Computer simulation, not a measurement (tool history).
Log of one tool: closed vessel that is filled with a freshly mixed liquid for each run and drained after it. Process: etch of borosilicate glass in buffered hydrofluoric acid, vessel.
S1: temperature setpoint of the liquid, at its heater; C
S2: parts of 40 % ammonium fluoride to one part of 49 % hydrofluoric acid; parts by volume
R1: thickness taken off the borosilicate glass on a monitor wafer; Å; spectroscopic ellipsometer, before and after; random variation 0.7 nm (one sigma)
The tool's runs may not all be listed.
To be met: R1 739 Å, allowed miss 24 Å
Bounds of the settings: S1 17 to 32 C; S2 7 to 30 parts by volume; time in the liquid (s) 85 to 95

run 1 hour=0 | S1=24 S2=19 time_in_the_liquid_(s)=85 | R1=594.6
run 2 hour=6.8 | S1=24 S2=19 time_in_the_liquid_(s)=85 | R1=609.26
run 3 hour=12.4 | S1=24.5 S2=19 time_in_the_liquid_(s)=85 | R1=623.25
run 4 hour=19.5 | S1=25 S2=19 time_in_the_liquid_(s)=85 | R1=637.63
run 5 hour=26.9 | S1=25.5 S2=19 time_in_the_liquid_(s)=85 | R1=655.69
run 6 hour=35 | S1=22 S2=19 time_in_the_liquid_(s)=85 | R1=543.1
run 7 hour=40.1 | S1=23 S2=19 time_in_the_liquid_(s)=85 | R1=579.19
run 8 hour=42.3 | S1=24 S2=19 time_in_the_liquid_(s)=85 | R1=607.58
run 9 hour=50.7 | S1=24.5 S2=19 time_in_the_liquid_(s)=85 | R1=627.65
run 10 hour=57.3 | S1=25 S2=19 time_in_the_liquid_(s)=85 | R1=638.75
run 11 hour=61.7 | S1=28 S2=18.5 time_in_the_liquid_(s)=85 | R1=771.54

4 next moves are on the table. One of them brings every result within its allowed miss. Which?
run A hour=66.1 | S1=28.5 S2=20 time_in_the_liquid_(s)=85 | R1=?
run B hour=66.1 | S1=27.5 S2=19 time_in_the_liquid_(s)=95 | R1=?
run C hour=66.1 | S1=25.5 S2=17.5 time_in_the_liquid_(s)=95 | R1=?
run D hour=66.1 | S1=27.5 S2=17.5 time_in_the_liquid_(s)=85 | R1=?

move=A R1=727.85
move=B R1=811.95
move=C R1=792.21
move=D R1=788.06
A: meets every target
B: further off than the last run
C: further off than the last run
D: further off than the last run
The right move is A.

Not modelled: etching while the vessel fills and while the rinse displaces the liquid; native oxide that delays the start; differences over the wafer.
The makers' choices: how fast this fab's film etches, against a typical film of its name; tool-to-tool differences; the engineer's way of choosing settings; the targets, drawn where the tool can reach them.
